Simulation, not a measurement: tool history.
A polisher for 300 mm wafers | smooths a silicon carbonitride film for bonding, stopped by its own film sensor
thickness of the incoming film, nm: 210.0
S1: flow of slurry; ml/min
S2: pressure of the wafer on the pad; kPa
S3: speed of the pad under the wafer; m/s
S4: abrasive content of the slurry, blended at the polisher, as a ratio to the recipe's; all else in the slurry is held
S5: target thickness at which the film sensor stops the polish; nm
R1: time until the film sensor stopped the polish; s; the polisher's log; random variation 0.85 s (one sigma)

run 1 hour=0 | S1=215 S2=17.9 S3=0.82 S4=1 S5=190 | R1=59.245
run 2 hour=5.8 | S1=215 S2=17.9 S3=0.82 S4=0.8 S5=190 | R1=64.214
run 3 hour=8.3 | S1=215 S2=16.5 S3=0.82 S4=0.8 S5=190 | R1=68.88
run 4 hour=15 | S1=215 S2=15.9 S3=0.82 S4=0.8 S5=190 | R1=73.469
run 5 hour=15.8 | S1=215 S2=20 S3=0.82 S4=0.8 S5=190 | R1=57.545
run 6 hour=18.6 | S1=215 S2=17.9 S3=0.82 S4=0.8 S5=190 | R1=64.885
run 7 hour=23.9 | S1=215 S2=16.5 S3=0.82 S4=0.8 S5=190 | R1=69.962

The next listed run, before its measurement:
run 8 hour=25.7 | S1=215 S2=15.9 S3=0.82 S4=0.8 S5=190 | R1=?

{"run 8": {"R1": 72.059}}

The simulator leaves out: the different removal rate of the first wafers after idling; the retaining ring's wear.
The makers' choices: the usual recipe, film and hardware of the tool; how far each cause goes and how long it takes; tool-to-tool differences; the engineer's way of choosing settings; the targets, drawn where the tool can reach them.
